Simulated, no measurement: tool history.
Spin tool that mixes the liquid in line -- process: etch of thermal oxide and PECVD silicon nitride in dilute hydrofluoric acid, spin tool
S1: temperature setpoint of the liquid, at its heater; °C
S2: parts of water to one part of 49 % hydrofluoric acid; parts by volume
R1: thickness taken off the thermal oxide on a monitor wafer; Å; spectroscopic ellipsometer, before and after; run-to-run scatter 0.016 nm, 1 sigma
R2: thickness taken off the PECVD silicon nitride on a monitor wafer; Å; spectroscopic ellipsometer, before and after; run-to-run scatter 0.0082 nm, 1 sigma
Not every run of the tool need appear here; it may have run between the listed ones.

Run 1, hour 0: S1 21 °C, S2 100 parts by volume, time under the liquid (s) 180. Result: R1 71.182 Å, R2 40.038 Å.
Run 2, hour 2.7: S1 21 °C, S2 110 parts by volume, time under the liquid (s) 170. Result: R1 59.98 Å, R2 34.04 Å.
Run 3, hour 3.7: S1 21 °C, S2 110 parts by volume, time under the liquid (s) 140. Result: R1 49.451 Å, R2 28.159 Å.
Run 4, hour 10.5: S1 21 °C, S2 85 parts by volume, time under the liquid (s) 140. Result: R1 65.61 Å, R2 35.768 Å.
Run 5, hour 18.4: S1 17.5 °C, S2 85 parts by volume, time under the liquid (s) 140. Result: R1 56.776 Å, R2 28.428 Å.
Run 6, hour 27: S1 18 °C, S2 100 parts by volume, time under the liquid (s) 140. Result: R1 48.124 Å, R2 24.99 Å.
Run 7, hour 29.1: S1 21 °C, S2 140 parts by volume, time under the liquid (s) 135. Result: R1 35.969 Å, R2 21.555 Å.
Run 8, hour 30.9: S1 21 °C, S2 145 parts by volume, time under the liquid (s) 130. Result: R1 33.636 Å, R2 19.909 Å.

Run 9 has not been measured yet. What should we expect?
Run 9, hour 38.8: S1 21 °C, S2 150 parts by volume, time under the liquid (s) 125. Result: R1 ?, R2 ?.

{"run 9": {"R1": 30.843, "R2": 18.482}}
